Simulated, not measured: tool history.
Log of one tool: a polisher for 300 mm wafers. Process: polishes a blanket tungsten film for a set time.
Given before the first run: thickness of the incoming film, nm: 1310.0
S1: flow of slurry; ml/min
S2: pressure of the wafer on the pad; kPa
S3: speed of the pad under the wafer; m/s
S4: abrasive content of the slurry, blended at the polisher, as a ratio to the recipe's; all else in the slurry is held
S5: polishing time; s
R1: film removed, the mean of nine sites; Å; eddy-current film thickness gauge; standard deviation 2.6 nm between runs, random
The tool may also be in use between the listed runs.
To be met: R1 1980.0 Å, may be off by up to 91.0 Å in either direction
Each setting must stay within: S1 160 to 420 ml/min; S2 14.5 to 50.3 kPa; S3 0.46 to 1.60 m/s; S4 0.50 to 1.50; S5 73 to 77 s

run 1 hour=0.0 | S1=270 S2=32.4 S3=1.02 S4=1.00 S5=73 | R1=4073.3
run 2 hour=8.3 | S1=270 S2=30.3 S3=1.00 S4=1.00 S5=73 | R1=3746.2
run 3 hour=11.3 | S1=270 S2=30.3 S3=0.80 S4=1.00 S5=73 | R1=3135.4
run 4 hour=12.4 | S1=270 S2=30.3 S3=0.80 S4=1.15 S5=73 | R1=3166.9
run 5 hour=18.3 | S1=270 S2=29.0 S3=0.80 S4=1.15 S5=73 | R1=3125.0
run 6 hour=25.0 | S1=270 S2=27.6 S3=0.78 S4=1.15 S5=73 | R1=2838.0
run 7 hour=26.2 | S1=270 S2=26.2 S3=0.78 S4=1.15 S5=73 | R1=2807.3
run 8 hour=27.8 | S1=270 S2=24.8 S3=0.78 S4=1.15 S5=73 | R1=2750.3
run 9 hour=35.5 | S1=270 S2=23.4 S3=0.76 S4=1.15 S5=73 | R1=2535.0
run 10 hour=43.5 | S1=270 S2=22.8 S3=0.76 S4=1.15 S5=73 | R1=2466.4
run 11 hour=44.8 | S1=270 S2=15.2 S3=0.74 S4=1.15 S5=73 | R1=1882.5
run 12 hour=47.6 | S1=270 S2=15.9 S3=0.74 S4=1.15 S5=73 | R1=1899.1

Which of these 4 next moves meets every target?
run A hour=50.4 | S1=320 S2=15.2 S3=0.70 S4=1.10 S5=73 | R1=?
run B hour=50.4 | S1=280 S2=15.2 S3=0.72 S4=1.00 S5=74 | R1=?
run C hour=50.4 | S1=205 S2=16.5 S3=0.74 S4=1.00 S5=77 | R1=?
run D hour=50.4 | S1=305 S2=14.5 S3=0.72 S4=1.30 S5=73 | R1=?

move=A R1=1758.7
move=B R1=1774.2
move=C R1=1952.7
move=D R1=1817.5
A: the biggest miss grows against the last run
B: the biggest miss grows against the last run
C: hits every target within its allowed miss
D: the biggest miss grows against the last run
The right move is C.

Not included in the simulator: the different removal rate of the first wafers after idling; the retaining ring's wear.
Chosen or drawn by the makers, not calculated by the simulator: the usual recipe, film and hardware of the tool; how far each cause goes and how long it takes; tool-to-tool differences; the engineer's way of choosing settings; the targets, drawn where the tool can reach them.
